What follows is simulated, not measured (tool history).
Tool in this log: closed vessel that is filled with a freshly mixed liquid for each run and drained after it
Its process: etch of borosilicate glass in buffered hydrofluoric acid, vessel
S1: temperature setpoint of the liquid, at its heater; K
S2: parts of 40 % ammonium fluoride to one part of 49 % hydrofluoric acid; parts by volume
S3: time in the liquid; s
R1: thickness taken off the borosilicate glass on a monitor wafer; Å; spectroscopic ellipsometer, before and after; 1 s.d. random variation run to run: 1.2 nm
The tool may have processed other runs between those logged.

run,hour,S1,S2,S3,R1
1,0,294.15,10.5,105,948.93
2,6.9,294.15,10.5,110,1002.4
3,11.7,294.15,10.5,110,990.24
4,15.7,294.15,10.5,105,955.54
5,19,296.15,10.5,105,1058.2
6,21.6,296.15,9,105,1211.8

Run 7 has not been measured yet. What should we expect?
7,26.1,297.15,9,105,?

Run 7 came out at R1 1292.9 Å.

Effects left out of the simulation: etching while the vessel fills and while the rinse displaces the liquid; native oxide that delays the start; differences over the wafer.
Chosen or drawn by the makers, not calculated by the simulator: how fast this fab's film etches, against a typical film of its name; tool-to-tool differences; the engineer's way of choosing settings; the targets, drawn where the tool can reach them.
